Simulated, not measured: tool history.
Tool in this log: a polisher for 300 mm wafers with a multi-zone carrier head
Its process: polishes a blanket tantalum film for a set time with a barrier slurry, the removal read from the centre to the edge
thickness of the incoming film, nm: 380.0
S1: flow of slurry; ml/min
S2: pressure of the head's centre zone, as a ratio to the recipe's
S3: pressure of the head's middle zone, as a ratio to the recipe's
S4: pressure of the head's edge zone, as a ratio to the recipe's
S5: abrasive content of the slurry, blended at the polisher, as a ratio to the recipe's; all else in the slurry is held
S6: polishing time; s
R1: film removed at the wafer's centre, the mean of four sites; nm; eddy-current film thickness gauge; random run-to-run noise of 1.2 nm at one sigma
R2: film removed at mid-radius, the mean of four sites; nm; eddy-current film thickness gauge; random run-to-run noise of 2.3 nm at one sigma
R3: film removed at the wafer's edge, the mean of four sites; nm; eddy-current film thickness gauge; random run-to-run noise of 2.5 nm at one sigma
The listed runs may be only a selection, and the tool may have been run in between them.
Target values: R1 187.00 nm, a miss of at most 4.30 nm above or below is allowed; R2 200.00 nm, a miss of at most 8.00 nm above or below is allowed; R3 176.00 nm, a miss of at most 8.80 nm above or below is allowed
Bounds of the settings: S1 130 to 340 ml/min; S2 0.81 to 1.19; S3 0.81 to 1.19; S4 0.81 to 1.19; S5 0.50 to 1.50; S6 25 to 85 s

| run | hour | S1 | S2 | S3 | S4 | S5 | S6 | R1 | R2 | R3 |
|---|---|---|---|---|---|---|---|---|---|---|
| 1 | 0.0 | 220 | 1.00 | 1.00 | 1.00 | 1.00 | 55 | 113.21 | 115.30 | 112.33 |
| 2 | 8.7 | 220 | 1.00 | 1.00 | 1.00 | 1.20 | 55 | 120.80 | 120.28 | 116.87 |
| 3 | 14.5 | 220 | 1.00 | 1.00 | 1.00 | 1.05 | 55 | 115.23 | 113.80 | 116.22 |
| 4 | 15.6 | 225 | 1.01 | 1.02 | 1.02 | 1.10 | 57 | 124.61 | 122.21 | 126.22 |
| 5 | 16.5 | 225 | 1.01 | 1.02 | 1.02 | 1.30 | 57 | 130.99 | 129.09 | 127.18 |
| 6 | 22.1 | 230 | 1.01 | 1.04 | 1.02 | 1.35 | 59 | 135.41 | 138.72 | 133.57 |
| 7 | 26.0 | 235 | 1.02 | 1.06 | 1.02 | 1.35 | 60 | 138.94 | 145.95 | 134.14 |
| 8 | 32.4 | 240 | 1.04 | 1.08 | 1.04 | 1.35 | 61 | 145.80 | 149.65 | 140.83 |
| 9 | 35.1 | 245 | 1.05 | 1.09 | 1.05 | 1.35 | 62 | 149.45 | 152.13 | 141.48 |
| 10 | 35.7 | 245 | 1.05 | 1.10 | 1.06 | 1.35 | 63 | 152.88 | 156.13 | 149.87 |
| 11 | 41.2 | 250 | 1.06 | 1.11 | 1.06 | 1.35 | 64 | 155.36 | 159.96 | 148.11 |

Which of these 4 next moves meets every target?
| A | 46.7 | 150 | 1.13 | 1.18 | 0.92 | 1.50 | 81 | ? | ? | ? |
| B | 46.7 | 260 | 1.09 | 0.92 | 1.18 | 1.20 | 82 | ? | ? | ? |
| C | 46.7 | 240 | 1.09 | 1.19 | 1.08 | 1.40 | 74 | ? | ? | ? |
| D | 46.7 | 270 | 1.13 | 0.95 | 1.16 | 1.20 | 80 | ? | ? | ? |

| move | R1 | R2 | R3 |
|---|---|---|---|
| A | 198.21 | 198.27 | 163.78 |
| B | 202.81 | 168.74 | 190.70 |
| C | 188.60 | 195.15 | 169.13 |
| D | 206.23 | 169.82 | 184.95 |
A: takes the biggest miss from the last run beyond its target
B: takes the biggest miss from the last run beyond its target
C: meets every target
D: takes the biggest miss from the last run beyond its target
The move that meets every target is C.
